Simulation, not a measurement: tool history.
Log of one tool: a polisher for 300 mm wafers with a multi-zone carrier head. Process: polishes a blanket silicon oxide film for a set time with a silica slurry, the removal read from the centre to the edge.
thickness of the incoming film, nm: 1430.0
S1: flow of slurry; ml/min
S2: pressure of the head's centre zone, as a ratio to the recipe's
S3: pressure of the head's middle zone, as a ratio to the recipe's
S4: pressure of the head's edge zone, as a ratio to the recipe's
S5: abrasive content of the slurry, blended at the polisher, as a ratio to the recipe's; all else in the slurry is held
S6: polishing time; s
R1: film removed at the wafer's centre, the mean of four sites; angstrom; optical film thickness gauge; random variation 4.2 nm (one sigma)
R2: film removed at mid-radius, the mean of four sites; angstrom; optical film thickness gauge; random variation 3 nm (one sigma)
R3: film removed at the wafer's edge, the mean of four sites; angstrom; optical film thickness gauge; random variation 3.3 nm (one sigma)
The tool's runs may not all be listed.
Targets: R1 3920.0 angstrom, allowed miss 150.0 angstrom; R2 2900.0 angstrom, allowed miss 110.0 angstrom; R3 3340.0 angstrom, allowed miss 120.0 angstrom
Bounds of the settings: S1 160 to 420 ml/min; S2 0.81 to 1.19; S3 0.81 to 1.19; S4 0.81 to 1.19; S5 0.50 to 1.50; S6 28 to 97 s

run 1 hour=0.0 | S1=270 S2=1.00 S3=1.00 S4=1.00 S5=1.00 S6=62 | R1=2828.0 R2=2675.3 R3=2709.1
run 2 hour=2.8 | S1=320 S2=1.00 S3=1.00 S4=1.00 S5=1.00 S6=62 | R1=2909.0 R2=2734.3 R3=2825.0
run 3 hour=11.7 | S1=375 S2=1.00 S3=1.00 S4=1.00 S5=1.00 S6=62 | R1=2888.1 R2=2766.8 R3=2810.2
run 4 hour=14.1 | S1=375 S2=1.00 S3=1.00 S4=1.00 S5=1.10 S6=62 | R1=3122.5 R2=2898.4 R3=2963.4
run 5 hour=20.5 | S1=375 S2=1.01 S3=0.99 S4=1.01 S5=1.10 S6=62 | R1=3085.4 R2=2844.7 R3=2906.5
-- hour=22.7 worn pad replaced by a new one
run 6 hour=22.7 | S1=375 S2=1.02 S3=0.97 S4=1.02 S5=1.15 S6=62 | R1=3377.4 R2=3090.7 R3=3243.7
run 7 hour=27.0 | S1=375 S2=1.03 S3=0.95 S4=1.01 S5=1.15 S6=62 | R1=3420.9 R2=3000.3 R3=3285.9
run 8 hour=30.9 | S1=375 S2=1.04 S3=0.95 S4=1.00 S5=1.15 S6=62 | R1=3403.6 R2=3001.9 R3=3211.9
run 9 hour=39.0 | S1=375 S2=1.06 S3=0.94 S4=0.99 S5=1.15 S6=62 | R1=3485.2 R2=3021.9 R3=3166.1
run 10 hour=42.9 | S1=375 S2=1.07 S3=0.93 S4=0.99 S5=1.15 S6=62 | R1=3535.8 R2=3016.3 R3=3198.0
run 11 hour=51.8 | S1=375 S2=1.07 S3=0.93 S4=0.99 S5=1.15 S6=62 | R1=3535.4 R2=2988.7 R3=3180.9

Which of these 4 next moves meets every target?
run A hour=60.7 | S1=420 S2=1.15 S3=0.97 S4=0.85 S5=1.00 S6=68 | R1=? R2=? R3=?
run B hour=60.7 | S1=370 S2=1.19 S3=0.93 S4=0.96 S5=1.25 S6=64 | R1=? R2=? R3=?
run C hour=60.7 | S1=420 S2=1.10 S3=0.83 S4=0.89 S5=1.25 S6=64 | R1=? R2=? R3=?
run D hour=60.7 | S1=415 S2=1.11 S3=0.90 S4=0.94 S5=1.05 S6=68 | R1=? R2=? R3=?

move=A R1=3921.4 R2=3224.6 R3=3135.9
move=B R1=4159.6 R2=3198.2 R3=3374.1
move=C R1=3889.5 R2=2936.0 R3=3307.4
move=D R1=3870.4 R2=3094.7 R3=3323.7
A: brings the result that was furthest off to its target, and leaves another outside
B: takes the result that was furthest off past its target
C: meets every target
D: brings the result that was furthest off to its target, and leaves another outside
The right move is C.

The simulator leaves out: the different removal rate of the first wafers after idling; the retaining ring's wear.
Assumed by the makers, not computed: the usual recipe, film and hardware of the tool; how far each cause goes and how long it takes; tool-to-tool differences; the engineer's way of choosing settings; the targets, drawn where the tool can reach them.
